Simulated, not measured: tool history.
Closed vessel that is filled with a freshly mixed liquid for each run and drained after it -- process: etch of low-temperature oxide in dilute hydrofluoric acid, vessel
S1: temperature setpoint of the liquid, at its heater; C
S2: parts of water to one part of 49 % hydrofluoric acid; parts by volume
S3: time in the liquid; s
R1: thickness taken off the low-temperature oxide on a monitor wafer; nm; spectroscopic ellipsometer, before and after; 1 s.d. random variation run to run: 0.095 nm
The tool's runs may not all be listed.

run 1 day=0.000 | S1=23.0 S2=145 S3=85 | R1=17.224
run 2 day=0.108 | S1=22.5 S2=150 S3=85 | R1=16.313
run 3 day=0.229 | S1=22.5 S2=150 S3=95 | R1=18.420
run 4 day=0.371 | S1=22.0 S2=155 S3=95 | R1=17.705
run 5 day=0.521 | S1=22.0 S2=155 S3=85 | R1=15.359
run 6 day=0.721 | S1=22.0 S2=130 S3=85 | R1=18.823
run 7 day=0.854 | S1=21.5 S2=135 S3=85 | R1=17.432
run 8 day=1.042 | S1=21.0 S2=140 S3=85 | R1=16.699
run 9 day=1.333 | S1=20.5 S2=145 S3=85 | R1=15.861

What will run 10 give?
run 10 day=1.471 | S1=20.0 S2=150 S3=85 | R1=?

{"run 10": {"R1": 14.836}}

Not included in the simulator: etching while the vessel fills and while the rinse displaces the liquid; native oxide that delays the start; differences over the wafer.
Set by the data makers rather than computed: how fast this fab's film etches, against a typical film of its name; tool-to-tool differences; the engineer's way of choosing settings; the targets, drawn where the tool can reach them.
